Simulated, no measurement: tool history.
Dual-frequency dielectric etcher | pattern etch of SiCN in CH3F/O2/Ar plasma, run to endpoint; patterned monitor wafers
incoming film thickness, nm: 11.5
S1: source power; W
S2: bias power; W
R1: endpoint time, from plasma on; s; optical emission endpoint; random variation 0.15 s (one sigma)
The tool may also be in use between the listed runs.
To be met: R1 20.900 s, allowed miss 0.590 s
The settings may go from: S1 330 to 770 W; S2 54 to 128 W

| run | hour | S1 | S2 | R1 |
|---|---|---|---|---|
| 1 | 0.0 | 550 | 91 | 24.429 |
| 2 | 1.5 | 500 | 91 | 25.991 |
| 3 | 5.3 | 450 | 91 | 27.269 |
| 4 | 13.6 | 480 | 92 | 25.932 |
| 5 | 16.2 | 500 | 93 | 25.678 |
| 6 | 17.0 | 500 | 84 | 26.597 |
| 7 | 22.4 | 500 | 84 | 26.765 |
| 8 | 23.5 | 530 | 85 | 26.025 |
|  | 31.9 | source power generator calibrated |
| 9 | 31.9 | 550 | 86 | 24.400 |
| 10 | 33.8 | 560 | 86 | 24.101 |
| 11 | 37.2 | 560 | 86 | 23.911 |

4 next moves are on the table. One of them brings every result within its allowed miss. Which?
| A | 40.6 | 620 | 87 | ? |
| B | 40.6 | 610 | 108 | ? |
| C | 40.6 | 750 | 99 | ? |
| D | 40.6 | 470 | 86 | ? |

| move | R1 |
|---|---|
| A | 22.654 |
| B | 20.723 |
| C | 19.513 |
| D | 26.310 |
A: nearer than the last run, and not there yet
B: meets every target
C: takes the result that was furthest off past its target
D: further off than the last run
Answer: B
